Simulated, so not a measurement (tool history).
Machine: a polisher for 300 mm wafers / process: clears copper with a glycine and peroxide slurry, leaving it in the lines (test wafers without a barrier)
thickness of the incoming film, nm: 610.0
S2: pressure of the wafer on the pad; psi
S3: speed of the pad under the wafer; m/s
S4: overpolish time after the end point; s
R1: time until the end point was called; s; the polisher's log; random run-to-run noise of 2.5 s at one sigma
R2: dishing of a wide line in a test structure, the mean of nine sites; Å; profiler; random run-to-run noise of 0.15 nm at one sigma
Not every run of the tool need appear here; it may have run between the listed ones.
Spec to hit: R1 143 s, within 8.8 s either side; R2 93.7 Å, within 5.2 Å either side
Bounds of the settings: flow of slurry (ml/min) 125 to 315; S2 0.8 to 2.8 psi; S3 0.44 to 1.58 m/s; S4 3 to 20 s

run 1 hour=0 | flow_of_slurry_(ml/min)=205 S2=1.8 S3=1 S4=10 | R1=182.73 R2=201.63
run 2 hour=2.4 | flow_of_slurry_(ml/min)=250 S2=1.8 S3=1 S4=10 | R1=182.68 R2=197.71
run 3 hour=6.5 | flow_of_slurry_(ml/min)=250 S2=1.8 S3=1 S4=13 | R1=181.57 R2=240.19
run 4 hour=10 | flow_of_slurry_(ml/min)=260 S2=1.7 S3=1.08 S4=12 | R1=182.57 R2=236.89
run 5 hour=12 | flow_of_slurry_(ml/min)=255 S2=1.8 S3=1 S4=11 | R1=185.33 R2=219.67
run 6 hour=18.4 | flow_of_slurry_(ml/min)=240 S2=1.8 S3=1.02 S4=10 | R1=177.85 R2=209.01
run 7 hour=24.6 | flow_of_slurry_(ml/min)=225 S2=1.9 S3=0.94 S4=9 | R1=186.85 R2=188.11
run 8 hour=32.7 | flow_of_slurry_(ml/min)=170 S2=1.4 S3=1.22 S4=4 | R1=194.91 R2=92.568
run 9 hour=39.1 | flow_of_slurry_(ml/min)=165 S2=1.4 S3=1.26 S4=4 | R1=189.37 R2=90.891
run 10 hour=44.9 | flow_of_slurry_(ml/min)=165 S2=1.4 S3=1.3 S4=4 | R1=187.61 R2=96.01
run 11 hour=47.3 | flow_of_slurry_(ml/min)=160 S2=1.4 S3=1.34 S4=4 | R1=188.76 R2=96.957
run 12 hour=50.4 | flow_of_slurry_(ml/min)=155 S2=1.4 S3=1.38 S4=4 | R1=181.22 R2=95.943
run 13 hour=55.3 | flow_of_slurry_(ml/min)=150 S2=1.4 S3=1.4 S4=4 | R1=179.94 R2=93.258
run 14 hour=57.2 | flow_of_slurry_(ml/min)=145 S2=1.4 S3=1.42 S4=4 | R1=176.68 R2=98.803
run 15 hour=64 | flow_of_slurry_(ml/min)=140 S2=1.4 S3=1.44 S4=4 | R1=184.96 R2=96.214
run 16 hour=72.4 | flow_of_slurry_(ml/min)=160 S2=1.3 S3=1.46 S4=4 | R1=181.46 R2=93.938
run 17 hour=75 | flow_of_slurry_(ml/min)=175 S2=1.3 S3=1.48 S4=4 | R1=176.31 R2=97.832

Which one of the following 5 next-run settings gets every result inside its allowed miss? There is exactly one.
run A hour=77.6 | flow_of_slurry_(ml/min)=210 S2=2 S3=1.52 S4=3 | R1=? R2=?
run B hour=77.6 | flow_of_slurry_(ml/min)=190 S2=1.7 S3=1.18 S4=3 | R1=? R2=?
run C hour=77.6 | flow_of_slurry_(ml/min)=200 S2=2 S3=1.58 S4=3 | R1=? R2=?
run D hour=77.6 | flow_of_slurry_(ml/min)=155 S2=1.7 S3=1.58 S4=3 | R1=? R2=?
run E hour=77.6 | flow_of_slurry_(ml/min)=180 S2=1.3 S3=1.58 S4=3 | R1=? R2=?

move=A R1=127.25 R2=110.17
move=B R1=180.26 R2=81.327
move=C R1=123.96 R2=112.6
move=D R1=147.38 R2=96.811
move=E R1=178.36 R2=81.585
A: the result that was furthest off in the last run now lies on the other side of its target
B: misses by more than the last run did
C: the result that was furthest off in the last run now lies on the other side of its target
D: all results land within tolerance of their targets
E: misses by more than the last run did
D meets every target.
